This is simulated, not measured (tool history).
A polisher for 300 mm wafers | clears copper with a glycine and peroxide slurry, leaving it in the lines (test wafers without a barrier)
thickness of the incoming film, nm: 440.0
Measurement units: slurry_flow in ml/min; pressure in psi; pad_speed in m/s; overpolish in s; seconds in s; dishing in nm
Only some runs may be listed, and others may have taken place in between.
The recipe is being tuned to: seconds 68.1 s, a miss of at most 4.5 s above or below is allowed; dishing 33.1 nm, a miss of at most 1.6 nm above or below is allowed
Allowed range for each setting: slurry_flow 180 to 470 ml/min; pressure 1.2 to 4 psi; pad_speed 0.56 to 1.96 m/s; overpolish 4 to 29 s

| run | hour | slurry_flow | pressure | pad_speed | overpolish | seconds | dishing |
|---|---|---|---|---|---|---|---|
| 1 | 0 | 300 | 2.6 | 1.26 | 15 | 72.395 | 52.484 |
| 2 | 2.7 | 300 | 2.6 | 1.28 | 12 | 71.154 | 44.131 |
| 3 | 6.4 | 300 | 2.6 | 1.3 | 10 | 71.847 | 37.783 |
| 4 | 8.4 | 300 | 2.6 | 1.32 | 9 | 68.372 | 35.291 |
| 5 | 9.4 | 300 | 2.1 | 1.32 | 9 | 85.373 | 29.614 |
| 6 | 13.9 | 235 | 2.1 | 1.32 | 9 | 84.623 | 29.641 |
| 7 | 20.2 | 235 | 2.3 | 1.34 | 9 | 75.559 | 31.637 |
| 8 | 23.8 | 235 | 2.4 | 1.34 | 9 | 74.979 | 33.298 |

Pick the move, out of 4, that brings all results within their allowed miss; only one does.
| A | 27.4 | 205 | 2.5 | 1.12 | 10 | ? | ? |
| B | 27.4 | 250 | 3.4 | 0.88 | 9 | ? | ? |
| C | 27.4 | 345 | 2.5 | 1.38 | 8 | ? | ? |
| D | 27.4 | 265 | 2.2 | 1.06 | 11 | ? | ? |

| move | seconds | dishing |
|---|---|---|
| A | 86.404 | 32.547 |
| B | 79.71 | 32.24 |
| C | 68.829 | 32.548 |
| D | 96.735 | 31.952 |
A: its largest miss is bigger than the last run's
B: its largest miss is bigger than the last run's
C: every result within its allowed miss
D: its largest miss is bigger than the last run's
Correct choice: C, which meets every target

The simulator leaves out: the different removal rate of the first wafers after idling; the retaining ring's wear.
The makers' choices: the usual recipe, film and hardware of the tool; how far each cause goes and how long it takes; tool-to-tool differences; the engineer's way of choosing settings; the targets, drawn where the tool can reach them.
